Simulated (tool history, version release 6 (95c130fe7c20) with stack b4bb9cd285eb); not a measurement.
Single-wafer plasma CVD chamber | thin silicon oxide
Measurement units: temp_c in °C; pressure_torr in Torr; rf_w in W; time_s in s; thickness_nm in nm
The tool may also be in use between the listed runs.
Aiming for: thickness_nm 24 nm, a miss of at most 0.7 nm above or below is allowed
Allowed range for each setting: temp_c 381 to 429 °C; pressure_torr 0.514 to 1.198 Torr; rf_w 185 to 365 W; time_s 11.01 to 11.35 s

run,hour,temp_c,pressure_torr,rf_w,time_s,thickness_nm
1,0,405,0.856,275,11.01,19.965
2,6.5,405,0.878,275,11.01,20.368
3,14.6,405,0.735,275,11.01,16.72
4,19.1,405,0.769,275,11.01,17.731
5,27,405,0.863,275,11.01,19.96
6,30.5,405,0.881,275,11.01,20.325
7,37.7,405,0.898,275,11.01,20.866
8,41.5,405,0.912,275,11.01,21.092
9,46.6,405,0.926,275,11.01,21.457
10,52.1,405,0.938,275,11.01,21.602
11,57.1,405,0.95,275,11.01,21.989

Which of these 5 next moves meets every target?
A,62.1,408,0.906,250,11.11,?
B,62.1,396,0.851,350,11.01,?
C,62.1,401,0.904,260,11.12,?
D,62.1,398,0.858,275,11.01,?
E,62.1,404,0.974,295,11.35,?

move,thickness_nm
A,20.198
B,21.769
C,20.607
D,19.912
E,23.706
A: further off than the last run
B: further off than the last run
C: further off than the last run
D: further off than the last run
E: every result within its allowed miss
So the answer is move E, the one that meets all the targets.
